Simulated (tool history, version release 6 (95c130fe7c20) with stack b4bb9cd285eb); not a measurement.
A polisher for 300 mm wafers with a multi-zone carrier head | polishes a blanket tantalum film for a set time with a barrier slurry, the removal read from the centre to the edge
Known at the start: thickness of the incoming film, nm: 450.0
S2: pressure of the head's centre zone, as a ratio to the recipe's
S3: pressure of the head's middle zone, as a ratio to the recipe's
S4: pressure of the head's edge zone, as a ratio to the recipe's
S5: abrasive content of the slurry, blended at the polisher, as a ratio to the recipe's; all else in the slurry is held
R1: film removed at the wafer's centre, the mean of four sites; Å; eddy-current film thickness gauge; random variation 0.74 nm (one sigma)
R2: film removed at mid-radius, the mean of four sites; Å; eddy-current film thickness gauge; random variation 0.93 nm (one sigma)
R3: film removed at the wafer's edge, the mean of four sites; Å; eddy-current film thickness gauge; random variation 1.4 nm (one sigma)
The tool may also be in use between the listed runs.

run 1 hour=0 | flow_of_slurry_(ml/min)=320 S2=1 S3=1 S4=1 S5=1 polishing_time_(s)=61 | R1=1478.2 R2=1487.9 R3=1492.3
run 2 hour=8.7 | flow_of_slurry_(ml/min)=320 S2=0.98 S3=0.98 S4=0.97 S5=0.9 polishing_time_(s)=61 | R1=1392.2 R2=1411.7 R3=1397.1
run 3 hour=12.8 | flow_of_slurry_(ml/min)=280 S2=0.98 S3=0.98 S4=0.97 S5=0.9 polishing_time_(s)=61 | R1=1374.2 R2=1411 R3=1410.7
run 4 hour=19.7 | flow_of_slurry_(ml/min)=280 S2=0.98 S3=0.93 S4=0.97 S5=0.9 polishing_time_(s)=61 | R1=1368.7 R2=1337.5 R3=1409.5
run 5 hour=25.8 | flow_of_slurry_(ml/min)=290 S2=0.96 S3=0.92 S4=0.94 S5=0.85 polishing_time_(s)=61 | R1=1323.1 R2=1325.9 R3=1361.1
run 6 hour=29.1 | flow_of_slurry_(ml/min)=240 S2=0.96 S3=0.92 S4=0.94 S5=0.85 polishing_time_(s)=61 | R1=1303.3 R2=1289 R3=1336.7
run 7 hour=32.9 | flow_of_slurry_(ml/min)=235 S2=0.94 S3=0.91 S4=0.92 S5=0.85 polishing_time_(s)=61 | R1=1267.8 R2=1270.5 R3=1324.3
run 8 hour=35 | flow_of_slurry_(ml/min)=235 S2=0.93 S3=0.9 S4=0.9 S5=0.8 polishing_time_(s)=61 | R1=1226.6 R2=1240.7 R3=1305.5

Run 9 comes next. What will it give?
run 9 hour=42.6 | flow_of_slurry_(ml/min)=240 S2=0.94 S3=0.91 S4=0.82 S5=0.65 polishing_time_(s)=60 | R1=? R2=? R3=?

Run 9 gave R1 1143.2 Å, R2 1150.9 Å, R3 1139.8 Å.
